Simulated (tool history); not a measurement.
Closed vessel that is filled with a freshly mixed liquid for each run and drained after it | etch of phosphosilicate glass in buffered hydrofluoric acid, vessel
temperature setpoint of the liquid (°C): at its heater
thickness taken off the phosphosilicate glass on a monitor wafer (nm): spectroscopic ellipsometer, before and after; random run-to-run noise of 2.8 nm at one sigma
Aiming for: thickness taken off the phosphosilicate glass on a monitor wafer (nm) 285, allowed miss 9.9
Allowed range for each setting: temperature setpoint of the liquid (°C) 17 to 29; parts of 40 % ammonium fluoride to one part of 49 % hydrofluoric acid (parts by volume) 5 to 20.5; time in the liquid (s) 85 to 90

run,hour,temperature setpoint of the liquid (°C),parts of 40 % ammonium fluoride to one part of 49 % hydrofluoric acid (parts by volume),time in the liquid (s),thickness taken off the phosphosilicate glass on a monitor wafer (nm)
1,0,21,12.5,85,169.22
2,3.6,24,12.5,85,198.58
3,9.2,24,14,85,176.94
4,11,25,13.5,85,196.75
5,12.1,25,13.5,90,206.91
6,16.8,25,13.5,85,194.34
7,22.8,25,13.5,85,195.01
8,30.3,25.5,13,85,211.27
9,33.4,26,13,85,212.82
10,35.4,26.5,12.5,85,229.96

Exactly one of the 5 candidate moves below puts every result within its allowed miss. Which one?
A,37.4,26.5,9,90,?
B,37.4,26.5,14,85,?
C,37.4,28.5,12,85,?
D,37.4,24.5,15,90,?
E,37.4,28,11.5,90,?

move,thickness taken off the phosphosilicate glass on a monitor wafer (nm)
A,319.83
B,203.56
C,263.35
D,180.77
E,283.05
A: takes the result that was furthest off past its target
B: moves away from the targets compared with the last run
C: closes in on the targets versus the last run, not all within tolerance yet
D: moves away from the targets compared with the last run
E: each result inside its tolerance
So the answer is move E, the one that meets all the targets.
